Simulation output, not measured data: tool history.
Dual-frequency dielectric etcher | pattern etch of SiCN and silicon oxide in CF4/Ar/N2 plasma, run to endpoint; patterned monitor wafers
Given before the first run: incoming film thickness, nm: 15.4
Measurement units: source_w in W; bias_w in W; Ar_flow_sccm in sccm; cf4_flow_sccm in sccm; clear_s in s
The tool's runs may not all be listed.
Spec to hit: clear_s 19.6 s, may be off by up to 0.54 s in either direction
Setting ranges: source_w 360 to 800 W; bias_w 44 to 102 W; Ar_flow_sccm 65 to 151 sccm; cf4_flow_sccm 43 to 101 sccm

| run | day | source_w | bias_w | Ar_flow_sccm | cf4_flow_sccm | clear_s |
|---|---|---|---|---|---|---|
| 1 | 0 | 580 | 73 | 108 | 72 | 13.952 |
| 2 | 0.217 | 580 | 73 | 108 | 66 | 14.107 |
| 3 | 0.371 | 580 | 68 | 108 | 66 | 14.367 |
| 4 | 0.542 | 640 | 68 | 108 | 66 | 12.913 |
| 5 | 0.742 | 570 | 67 | 109 | 66 | 14.795 |
| 6 | 0.938 | 570 | 67 | 109 | 76 | 14.411 |
| 7 | 1.304 | 520 | 66 | 110 | 76 | 16.073 |
| 8 | 1.425 | 490 | 65 | 110 | 76 | 17.413 |
| 9 | 1.508 | 470 | 65 | 110 | 76 | 18.182 |
| 10 | 1.758 | 460 | 65 | 110 | 76 | 18.633 |
| 11 | 1.95 | 420 | 64 | 110 | 76 | 21.007 |
| 12 | 2.321 | 430 | 64 | 110 | 76 | 20.383 |
|  | 2.654 | CF4 flow controller replaced |
| 13 | 2.654 | 460 | 65 | 110 | 76 | 18.852 |

Consider the 4 candidate settings below. Which is the only one whose results all fall within their allowed miss of target?
| A | 2.988 | 450 | 59 | 116 | 81 | ? |
| B | 2.988 | 410 | 75 | 113 | 68 | ? |
| C | 2.988 | 410 | 60 | 83 | 89 | ? |
| D | 2.988 | 470 | 63 | 107 | 72 | ? |

| move | clear_s |
|---|---|
| A | 19.78 |
| B | 21.48 |
| C | 20.769 |
| D | 18.581 |
A: hits every target within its allowed miss
B: the result that was furthest off in the last run now lies on the other side of its target
C: the result that was furthest off in the last run now lies on the other side of its target
D: lands further from the targets than the last run did
A meets every target.

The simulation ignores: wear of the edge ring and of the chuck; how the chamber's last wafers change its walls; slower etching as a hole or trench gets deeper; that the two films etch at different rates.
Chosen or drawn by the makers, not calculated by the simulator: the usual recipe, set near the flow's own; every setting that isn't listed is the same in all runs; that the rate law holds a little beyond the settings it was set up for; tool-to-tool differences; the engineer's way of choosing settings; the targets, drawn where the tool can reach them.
